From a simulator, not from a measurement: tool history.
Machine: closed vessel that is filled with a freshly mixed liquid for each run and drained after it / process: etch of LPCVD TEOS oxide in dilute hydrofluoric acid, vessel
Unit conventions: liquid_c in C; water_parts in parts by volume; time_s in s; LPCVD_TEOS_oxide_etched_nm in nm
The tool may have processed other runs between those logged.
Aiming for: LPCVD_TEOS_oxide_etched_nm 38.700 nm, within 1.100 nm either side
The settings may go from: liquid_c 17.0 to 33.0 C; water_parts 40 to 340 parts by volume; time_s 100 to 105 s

Run 1, hour 0.0: liquid_c 25.0 C, water_parts 190 parts by volume, time_s 100 s. Result: LPCVD_TEOS_oxide_etched_nm 25.790 nm.
Run 2, hour 6.8: liquid_c 25.0 C, water_parts 190 parts by volume, time_s 105 s. Result: LPCVD_TEOS_oxide_etched_nm 26.839 nm.
Run 3, hour 14.9: liquid_c 26.0 C, water_parts 190 parts by volume, time_s 105 s. Result: LPCVD_TEOS_oxide_etched_nm 27.817 nm.
Run 4, hour 20.6: liquid_c 26.0 C, water_parts 190 parts by volume, time_s 100 s. Result: LPCVD_TEOS_oxide_etched_nm 26.714 nm.
Run 5, hour 27.8: liquid_c 26.0 C, water_parts 230 parts by volume, time_s 100 s. Result: LPCVD_TEOS_oxide_etched_nm 20.826 nm.
Run 6, hour 31.6: liquid_c 26.0 C, water_parts 185 parts by volume, time_s 100 s. Result: LPCVD_TEOS_oxide_etched_nm 27.270 nm.
Run 7, hour 32.9: liquid_c 27.0 C, water_parts 185 parts by volume, time_s 100 s. Result: LPCVD_TEOS_oxide_etched_nm 28.490 nm.
Run 8, hour 39.8: liquid_c 27.5 C, water_parts 185 parts by volume, time_s 100 s. Result: LPCVD_TEOS_oxide_etched_nm 28.857 nm.
Run 9, hour 43.1: liquid_c 28.0 C, water_parts 185 parts by volume, time_s 100 s. Result: LPCVD_TEOS_oxide_etched_nm 29.750 nm.
Run 10, hour 44.3: liquid_c 28.5 C, water_parts 185 parts by volume, time_s 100 s. Result: LPCVD_TEOS_oxide_etched_nm 29.900 nm.
Run 11, hour 45.7: liquid_c 29.0 C, water_parts 185 parts by volume, time_s 100 s. Result: LPCVD_TEOS_oxide_etched_nm 30.209 nm.
Run 12, hour 46.2: liquid_c 29.5 C, water_parts 180 parts by volume, time_s 100 s. Result: LPCVD_TEOS_oxide_etched_nm 32.343 nm.
Run 13, hour 53.0: liquid_c 30.0 C, water_parts 180 parts by volume, time_s 100 s. Result: LPCVD_TEOS_oxide_etched_nm 32.868 nm.
Run 14, hour 58.7: liquid_c 30.5 C, water_parts 180 parts by volume, time_s 100 s. Result: LPCVD_TEOS_oxide_etched_nm 33.460 nm.
Run 15, hour 61.3: liquid_c 31.0 C, water_parts 180 parts by volume, time_s 100 s. Result: LPCVD_TEOS_oxide_etched_nm 34.108 nm.
Run 16, hour 63.9: liquid_c 32.0 C, water_parts 175 parts by volume, time_s 100 s. Result: LPCVD_TEOS_oxide_etched_nm 36.204 nm.

Which one of the following 5 next-run settings gets every result inside its allowed miss? There is exactly one.
Run A, hour 66.5: liquid_c 29.5 C, water_parts 155 parts by volume, time_s 100 s. Result: LPCVD_TEOS_oxide_etched_nm ?.
Run B, hour 66.5: liquid_c 33.0 C, water_parts 190 parts by volume, time_s 100 s. Result: LPCVD_TEOS_oxide_etched_nm ?.
Run C, hour 66.5: liquid_c 31.5 C, water_parts 160 parts by volume, time_s 105 s. Result: LPCVD_TEOS_oxide_etched_nm ?.
Run D, hour 66.5: liquid_c 32.5 C, water_parts 180 parts by volume, time_s 100 s. Result: LPCVD_TEOS_oxide_etched_nm ?.
Run E, hour 66.5: liquid_c 33.0 C, water_parts 170 parts by volume, time_s 105 s. Result: LPCVD_TEOS_oxide_etched_nm ?.

move  LPCVD_TEOS_oxide_etched_nm
   A                      38.250
   B                      33.675
   C                      41.501
   D                      35.414
   E                      40.593
A: all results land within tolerance of their targets
B: the biggest miss grows against the last run
C: pushes the last run's worst result past its target
D: the biggest miss grows against the last run
E: pushes the last run's worst result past its target
Go with A: it meets all targets.
